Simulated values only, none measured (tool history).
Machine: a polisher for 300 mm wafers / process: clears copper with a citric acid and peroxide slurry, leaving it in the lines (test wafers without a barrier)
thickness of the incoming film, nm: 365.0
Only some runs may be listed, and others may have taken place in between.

run,hour,flow of slurry (ml/min),pressure of the wafer on the pad (psi),speed of the pad under the wafer (cm/s),abrasive content of the slurry,overpolish time after the end point (s),time until the end point was called (s),dishing of a wide line in a test structure (Å)
1,0.0,270,4.1,84,1.0,8,128.040,144.77
2,6.3,270,4.4,84,1.0,9,120.830,174.20
3,10.4,335,4.4,84,1.0,9,117.050,177.69
4,16.3,335,4.4,84,1.0,6,117.870,122.84
5,24.1,335,4.9,84,1.0,6,106.810,133.74
6,33.0,335,4.9,104,1.0,6,89.344,156.97
7,41.1,335,4.9,104,1.0,7,91.225,180.71
8,49.4,335,4.9,104,1.0,8,87.846,198.35
9,50.8,330,4.4,102,1.0,12,97.938,247.50

Run 10 has not been measured yet. What should we expect?
10,55.4,330,4.4,102,1.0,12,?,?

{"run 10": {"time until the end point was called (s)": 102.15, "dishing of a wide line in a test structure (Å)": 251.3}}
